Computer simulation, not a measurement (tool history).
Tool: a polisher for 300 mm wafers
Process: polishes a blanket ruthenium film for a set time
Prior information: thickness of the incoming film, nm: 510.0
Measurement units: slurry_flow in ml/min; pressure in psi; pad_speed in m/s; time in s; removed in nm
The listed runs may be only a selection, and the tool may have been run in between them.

run 1 hour=0 | slurry_flow=255 pressure=2.1 pad_speed=1.14 time=25 | removed=34.332
run 2 hour=1.3 | slurry_flow=250 pressure=1.9 pad_speed=1.14 time=25 | removed=31.299
run 3 hour=7.7 | slurry_flow=245 pressure=1.8 pad_speed=1.12 time=25 | removed=28.776
run 4 hour=11.4 | slurry_flow=240 pressure=1.7 pad_speed=1.12 time=25 | removed=27.35
run 5 hour=17.6 | slurry_flow=235 pressure=1.6 pad_speed=1.12 time=25 | removed=25.818
run 6 hour=25.4 | slurry_flow=230 pressure=1.5 pad_speed=1.12 time=25 | removed=24.007
run 7 hour=32.9 | slurry_flow=220 pressure=1.4 pad_speed=1.12 time=25 | removed=22.233

Expected results for the next run?
run 8 hour=38.6 | slurry_flow=210 pressure=1.4 pad_speed=1.12 time=25 | removed=?

Run 8 produced removed 22.205 nm.
